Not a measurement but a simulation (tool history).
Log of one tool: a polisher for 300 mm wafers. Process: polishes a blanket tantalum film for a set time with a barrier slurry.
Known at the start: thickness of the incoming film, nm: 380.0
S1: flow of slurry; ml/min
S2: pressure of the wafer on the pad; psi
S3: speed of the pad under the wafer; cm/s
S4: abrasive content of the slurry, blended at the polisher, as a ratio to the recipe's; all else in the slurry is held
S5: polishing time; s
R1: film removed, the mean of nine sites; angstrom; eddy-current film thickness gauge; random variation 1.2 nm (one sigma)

run	hour	S1	S2	S3	S4	S5	R1
1	0.0	270	1.8	108	1.00	43	631.59
2	7.0	270	1.9	108	1.00	43	670.20
3	15.9	270	1.9	108	0.85	43	628.58
4	17.9	335	1.9	108	0.85	43	632.27
5	25.5	335	2.0	108	0.85	43	669.62
6	28.2	335	2.1	108	0.85	43	697.44

The next listed run, before its measurement:
7	33.5	335	2.2	108	0.85	43	?

R1: 719.15 angstrom
